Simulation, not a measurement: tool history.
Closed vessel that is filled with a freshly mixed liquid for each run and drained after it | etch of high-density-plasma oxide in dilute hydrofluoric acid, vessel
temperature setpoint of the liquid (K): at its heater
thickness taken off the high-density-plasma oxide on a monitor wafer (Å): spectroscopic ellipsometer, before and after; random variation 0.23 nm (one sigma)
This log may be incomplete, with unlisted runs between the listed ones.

run  hour  temperature setpoint of the liquid (K)  parts of water to one part of 49 % hydrofluoric acid (parts by volume)  time in the liquid (s)  thickness taken off the high-density-plasma oxide on a monitor wafer (Å)
  1   0.0                                  296.15                                                                     210                    2215                                                                    479.81
  2   0.8                                  294.15                                                                     230                    2215                                                                    395.49
  3   8.5                                  292.15                                                                     230                    2215                                                                    365.90
  4  10.4                                  292.15                                                                     265                    2215                                                                    311.31
  5  17.5                                  291.65                                                                     270                    2215                                                                    296.90
  6  19.4                                  292.65                                                                     270                    2215                                                                    308.27
  7  22.2                                  291.65                                                                     270                    2215                                                                    299.19

The next listed run, before its measurement:
  8  23.7                                  291.15                                                                     275                    2215                                                                         ?

thickness taken off the high-density-plasma oxide on a monitor wafer (Å): 285.87
